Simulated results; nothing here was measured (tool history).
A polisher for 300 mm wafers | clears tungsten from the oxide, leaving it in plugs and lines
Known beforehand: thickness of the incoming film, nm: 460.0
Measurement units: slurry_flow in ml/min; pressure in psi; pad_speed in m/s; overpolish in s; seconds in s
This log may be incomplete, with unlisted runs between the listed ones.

run,hour,slurry_flow,pressure,pad_speed,slurry_solids,overpolish,seconds
1,0,295,2.3,1.3,1,4,120.74
2,1.4,295,2.2,1.3,1,4,124.39
3,8,295,2.2,1.3,1,4,123.6
4,16.2,295,2.6,1.3,1,4,106.68
5,16.9,335,2.6,1.3,1,4,108.49
6,18.8,380,2.6,1.3,1,4,108.57
7,20.5,380,2.5,1.3,1,4,109.49

Run 8 has not been measured yet. What should we expect?
8,24.4,380,2.4,1.28,1,4,?

{"run 8": {"seconds": 114.19}}
